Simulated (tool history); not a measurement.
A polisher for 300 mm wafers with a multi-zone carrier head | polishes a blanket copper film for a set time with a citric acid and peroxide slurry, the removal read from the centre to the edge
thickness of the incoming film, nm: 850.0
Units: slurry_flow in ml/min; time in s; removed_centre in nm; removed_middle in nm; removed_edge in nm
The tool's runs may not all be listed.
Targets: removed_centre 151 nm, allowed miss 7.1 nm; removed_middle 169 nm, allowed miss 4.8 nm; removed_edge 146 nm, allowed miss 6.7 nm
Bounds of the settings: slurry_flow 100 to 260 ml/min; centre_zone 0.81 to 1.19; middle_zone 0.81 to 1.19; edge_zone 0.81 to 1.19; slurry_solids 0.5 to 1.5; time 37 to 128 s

Run 1, hour 0: slurry_flow 165 ml/min, centre_zone 1, middle_zone 1, edge_zone 1, slurry_solids 1, time 82 s. Result: removed_centre 173.22 nm, removed_middle 173.29 nm, removed_edge 175.44 nm.
Run 2, hour 6.9: slurry_flow 165 ml/min, centre_zone 1, middle_zone 1.06, edge_zone 1, slurry_solids 1, time 82 s. Result: removed_centre 173.12 nm, removed_middle 183.47 nm, removed_edge 172.65 nm.
Run 3, hour 9.3: slurry_flow 165 ml/min, centre_zone 1, middle_zone 1.01, edge_zone 1, slurry_solids 1, time 82 s. Result: removed_centre 172.47 nm, removed_middle 175.15 nm, removed_edge 174.15 nm.
Run 4, hour 18.1: slurry_flow 165 ml/min, centre_zone 1, middle_zone 1.01, edge_zone 1, slurry_solids 0.85, time 82 s. Result: removed_centre 167.96 nm, removed_middle 171.6 nm, removed_edge 169.9 nm.
Run 5, hour 27.1: slurry_flow 165 ml/min, centre_zone 1, middle_zone 1.01, edge_zone 0.94, slurry_solids 0.85, time 82 s. Result: removed_centre 165.13 nm, removed_middle 169.94 nm, removed_edge 163.2 nm.
Run 6, hour 27.7: slurry_flow 165 ml/min, centre_zone 1, middle_zone 1.01, edge_zone 0.94, slurry_solids 0.75, time 82 s. Result: removed_centre 160.44 nm, removed_middle 168.43 nm, removed_edge 158.42 nm.
Run 7, hour 34.3: slurry_flow 165 ml/min, centre_zone 1, middle_zone 1.02, edge_zone 0.93, slurry_solids 0.75, time 82 s. Result: removed_centre 163.32 nm, removed_middle 168.34 nm, removed_edge 158.47 nm.
Run 8, hour 37.9: slurry_flow 160 ml/min, centre_zone 0.99, middle_zone 1.03, edge_zone 0.92, slurry_solids 0.75, time 82 s. Result: removed_centre 164.53 nm, removed_middle 168.95 nm, removed_edge 157.59 nm.
Run 9, hour 44.5: slurry_flow 165 ml/min, centre_zone 0.98, middle_zone 1.04, edge_zone 0.91, slurry_solids 0.7, time 82 s. Result: removed_centre 158.24 nm, removed_middle 169.27 nm, removed_edge 155.79 nm.
Run 10, hour 46.2: slurry_flow 165 ml/min, centre_zone 0.98, middle_zone 1.05, edge_zone 0.9, slurry_solids 0.7, time 82 s. Result: removed_centre 155.28 nm, removed_middle 172.38 nm, removed_edge 157.68 nm.
Run 11, hour 50.5: slurry_flow 160 ml/min, centre_zone 0.98, middle_zone 1.05, edge_zone 0.89, slurry_solids 0.7, time 82 s. Result: removed_centre 160.74 nm, removed_middle 169.5 nm, removed_edge 153.55 nm.
Run 12, hour 54.5: slurry_flow 155 ml/min, centre_zone 0.92, middle_zone 1.08, edge_zone 0.85, slurry_solids 0.6, time 81 s. Result: removed_centre 140.43 nm, removed_middle 166.22 nm, removed_edge 147.97 nm.
Run 13, hour 62: slurry_flow 155 ml/min, centre_zone 0.93, middle_zone 1.08, edge_zone 0.85, slurry_solids 0.6, time 81 s. Result: removed_centre 140.84 nm, removed_middle 164.19 nm, removed_edge 145.89 nm.

Which of these 4 next moves meets every target?
Run A, hour 69.5: slurry_flow 175 ml/min, centre_zone 0.86, middle_zone 1.13, edge_zone 0.97, slurry_solids 0.6, time 78 s. Result: removed_centre ?, removed_middle ?, removed_edge ?.
Run B, hour 69.5: slurry_flow 160 ml/min, centre_zone 0.88, middle_zone 1.12, edge_zone 0.85, slurry_solids 0.5, time 79 s. Result: removed_centre ?, removed_middle ?, removed_edge ?.
Run C, hour 69.5: slurry_flow 120 ml/min, centre_zone 1.04, middle_zone 1.04, edge_zone 0.82, slurry_solids 0.65, time 82 s. Result: removed_centre ?, removed_middle ?, removed_edge ?.
Run D, hour 69.5: slurry_flow 170 ml/min, centre_zone 0.98, middle_zone 1.1, edge_zone 0.88, slurry_solids 0.8, time 76 s. Result: removed_centre ?, removed_middle ?, removed_edge ?.

move  removed_centre  removed_middle  removed_edge
   A          127.24          168.89        150.02
   B          126.29          162.81         137.6
   C             154          158.37        142.36
   D          147.95          168.25        146.47
A: further off than the last run
B: further off than the last run
C: brings the result that was furthest off to its target, and leaves another outside
D: meets every target
The right move is D.
